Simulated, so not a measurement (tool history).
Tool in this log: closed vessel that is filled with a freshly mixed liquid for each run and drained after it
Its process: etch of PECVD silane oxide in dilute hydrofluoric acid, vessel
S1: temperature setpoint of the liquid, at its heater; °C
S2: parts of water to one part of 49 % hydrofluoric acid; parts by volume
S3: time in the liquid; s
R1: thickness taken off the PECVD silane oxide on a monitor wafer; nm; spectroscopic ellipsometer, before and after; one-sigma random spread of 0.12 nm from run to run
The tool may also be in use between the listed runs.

run  hour    S1   S2  S3      R1
  1     0    21  120  95  16.156
  2   5.9  22.5  110  95  18.985
  3   8.5    24  105  95  21.224
  4  17.3    25  100  95  23.329
  5  18.4    25  140  95  15.786
  6  22.6  28.5  140  95  17.932
  7  23.9  28.5  125  95  20.559

Forecast run 8:
  8  32.3  28.5  115  95   ?

R1: 22.615 nm
